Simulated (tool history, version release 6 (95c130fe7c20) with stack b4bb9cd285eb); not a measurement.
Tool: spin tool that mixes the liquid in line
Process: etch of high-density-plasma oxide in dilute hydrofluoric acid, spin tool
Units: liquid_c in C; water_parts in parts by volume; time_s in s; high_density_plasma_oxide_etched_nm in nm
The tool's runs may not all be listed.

run  hour  liquid_c  water_parts  time_s  high_density_plasma_oxide_etched_nm
  1     0        23          140      90                               2.9099
  2   6.3        23          140      65                               2.1125
  3  11.1        23           95      65                               3.2722
  4    16        22          105      65                               2.8373
  5  24.7        21          110      65                               2.5863
  6  27.7      19.5          110      65                               2.4028

Run 7 comes next. What will it give?
  7  34.6        19          115      65                                    ?

Run 7 gave high_density_plasma_oxide_etched_nm 2.2417 nm.
